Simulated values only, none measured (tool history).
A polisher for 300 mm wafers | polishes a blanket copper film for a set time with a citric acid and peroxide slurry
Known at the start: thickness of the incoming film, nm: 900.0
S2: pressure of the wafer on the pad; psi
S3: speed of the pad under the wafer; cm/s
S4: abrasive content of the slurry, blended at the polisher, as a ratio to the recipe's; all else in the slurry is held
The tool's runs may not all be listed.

Run 1, hour 0: flow of slurry (ml/min) 275, S2 4 psi, S3 90 cm/s, S4 1, polishing time (s) 56. Result: film removed (angstrom) 1878.8.
Run 2, hour 7.5: flow of slurry (ml/min) 340, S2 4 psi, S3 90 cm/s, S4 1, polishing time (s) 56. Result: film removed (angstrom) 1974.6.
Run 3, hour 10: flow of slurry (ml/min) 340, S2 4 psi, S3 90 cm/s, S4 1, polishing time (s) 56. Result: film removed (angstrom) 1958.4.
Run 4, hour 11: flow of slurry (ml/min) 330, S2 3.3 psi, S3 80 cm/s, S4 1, polishing time (s) 56. Result: film removed (angstrom) 1476.7.
Run 5, hour 13.1: flow of slurry (ml/min) 330, S2 3.3 psi, S3 80 cm/s, S4 1.1, polishing time (s) 56. Result: film removed (angstrom) 1508.
Run 6, hour 15.3: flow of slurry (ml/min) 330, S2 3.3 psi, S3 80 cm/s, S4 0.95, polishing time (s) 56. Result: film removed (angstrom) 1458.
Run 7, hour 20.8: flow of slurry (ml/min) 320, S2 2.8 psi, S3 72 cm/s, S4 0.95, polishing time (s) 56. Result: film removed (angstrom) 1121.2.
Run 8, hour 22.5: flow of slurry (ml/min) 305, S2 2.5 psi, S3 70 cm/s, S4 0.95, polishing time (s) 56. Result: film removed (angstrom) 994.55.
Run 9, hour 30.8: flow of slurry (ml/min) 285, S2 1.8 psi, S3 64 cm/s, S4 0.95, polishing time (s) 56. Result: film removed (angstrom) 683.16.
Run 10, hour 38: flow of slurry (ml/min) 285, S2 1.8 psi, S3 64 cm/s, S4 0.95, polishing time (s) 56. Result: film removed (angstrom) 675.57.
Run 11, hour 42.1: flow of slurry (ml/min) 305, S2 1.8 psi, S3 64 cm/s, S4 0.95, polishing time (s) 56. Result: film removed (angstrom) 686.75.
Run 12, hour 49.9: flow of slurry (ml/min) 310, S2 1.9 psi, S3 64 cm/s, S4 0.95, polishing time (s) 56. Result: film removed (angstrom) 726.09.
Run 13, hour 54.9: flow of slurry (ml/min) 320, S2 1.9 psi, S3 64 cm/s, S4 0.95, polishing time (s) 56. Result: film removed (angstrom) 726.98.
Run 14, hour 59.1: flow of slurry (ml/min) 320, S2 1.9 psi, S3 64 cm/s, S4 0.95, polishing time (s) 56. Result: film removed (angstrom) 727.79.
At hour 65.5: head pressure recalibrated.
Run 15, hour 65.5: flow of slurry (ml/min) 325, S2 1.9 psi, S3 64 cm/s, S4 0.95, polishing time (s) 56. Result: film removed (angstrom) 672.6.
Run 16, hour 73.2: flow of slurry (ml/min) 305, S2 1.9 psi, S3 64 cm/s, S4 0.95, polishing time (s) 56. Result: film removed (angstrom) 687.49.

Forecast run 17:
Run 17, hour 75.3: flow of slurry (ml/min) 310, S2 2 psi, S3 64 cm/s, S4 0.95, polishing time (s) 56. Result: film removed (angstrom) ?.

Run 17 gave film removed (angstrom) 712.65.
